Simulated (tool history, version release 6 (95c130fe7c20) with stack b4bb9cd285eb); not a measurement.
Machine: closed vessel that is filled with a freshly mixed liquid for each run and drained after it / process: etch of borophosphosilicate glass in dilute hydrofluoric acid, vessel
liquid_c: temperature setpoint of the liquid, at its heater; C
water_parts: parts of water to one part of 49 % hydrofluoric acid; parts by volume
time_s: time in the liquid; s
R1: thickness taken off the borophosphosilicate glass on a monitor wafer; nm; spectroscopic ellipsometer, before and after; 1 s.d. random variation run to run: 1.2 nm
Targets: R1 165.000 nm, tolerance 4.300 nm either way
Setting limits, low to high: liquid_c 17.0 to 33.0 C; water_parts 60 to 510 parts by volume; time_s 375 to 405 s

{"run": 1, "day": 0.0, "liquid_c": 25.0, "water_parts": 285, "time_s": 375, "R1": 58.718}
{"run": 2, "day": 0.1, "liquid_c": 23.5, "water_parts": 285, "time_s": 375, "R1": 55.931}
{"run": 3, "day": 0.246, "liquid_c": 25.5, "water_parts": 285, "time_s": 375, "R1": 60.37}
{"run": 4, "day": 0.525, "liquid_c": 22.0, "water_parts": 285, "time_s": 375, "R1": 52.417}
{"run": 5, "day": 0.65, "liquid_c": 24.0, "water_parts": 285, "time_s": 375, "R1": 57.008}
{"run": 6, "day": 1.033, "liquid_c": 21.5, "water_parts": 285, "time_s": 375, "R1": 52.122}
{"run": 7, "day": 1.279, "liquid_c": 21.5, "water_parts": 285, "time_s": 375, "R1": 52.088}
{"run": 8, "day": 1.492, "liquid_c": 23.5, "water_parts": 250, "time_s": 375, "R1": 66.17}
{"run": 9, "day": 1.762, "liquid_c": 25.5, "water_parts": 225, "time_s": 375, "R1": 80.99}

Exactly one of the 5 candidate moves below puts every result within its allowed miss. Which one?
{"run": "A", "day": 2.033, "liquid_c": 30.0, "water_parts": 160, "time_s": 405, "R1": "?"}
{"run": "B", "day": 2.033, "liquid_c": 26.0, "water_parts": 300, "time_s": 390, "R1": "?"}
{"run": "C", "day": 2.033, "liquid_c": 28.0, "water_parts": 150, "time_s": 405, "R1": "?"}
{"run": "D", "day": 2.033, "liquid_c": 22.5, "water_parts": 120, "time_s": 405, "R1": "?"}
{"run": "E", "day": 2.033, "liquid_c": 26.0, "water_parts": 135, "time_s": 375, "R1": "?"}

move=A R1=154.800
move=B R1=58.989
move=C R1=155.560
move=D R1=163.420
move=E R1=151.320
A: better than the last run, though not everything is in spec
B: misses by more than the last run did
C: better than the last run, though not everything is in spec
D: hits every target within its allowed miss
E: better than the last run, though not everything is in spec
Move D is the one to make.
